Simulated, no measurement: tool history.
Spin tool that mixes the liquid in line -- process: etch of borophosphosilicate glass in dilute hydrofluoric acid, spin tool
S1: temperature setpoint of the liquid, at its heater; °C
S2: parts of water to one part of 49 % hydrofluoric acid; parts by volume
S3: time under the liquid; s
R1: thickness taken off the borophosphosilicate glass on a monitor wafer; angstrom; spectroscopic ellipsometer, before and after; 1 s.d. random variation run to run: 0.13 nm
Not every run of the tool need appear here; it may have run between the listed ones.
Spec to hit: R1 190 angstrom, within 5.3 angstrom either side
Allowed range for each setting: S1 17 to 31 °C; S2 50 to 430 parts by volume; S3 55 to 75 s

run	hour	S1	S2	S3	R1
1	0	23	240	75	148.52
2	9	25.5	240	75	163.01
3	11.8	25.5	240	75	164.17
4	14.7	25.5	300	75	123.54
5	18.8	25.5	380	75	89.862
6	23.4	26.5	350	75	104.87
7	24	27.5	325	75	118.4
8	27.8	28	305	75	129.73
9	34.5	28.5	290	75	142.27
10	42.4	29	280	75	152.15

Below are 4 possible settings for the next run. Only one of them brings all results inside the allowed miss of their targets. Which is it?
A	50.3	31	250	75	?
B	50.3	30	255	75	?
C	50.3	27.5	215	75	?
D	50.3	26.5	205	75	?

move	R1
A	188.56
B	177.81
C	202.71
D	207.53
A: every result lands within tolerance
B: better than the last run, though not everything is in spec
C: moves the result that the last run missed by most past its target, out the other side
D: moves the result that the last run missed by most past its target, out the other side
Move A is the one to make.
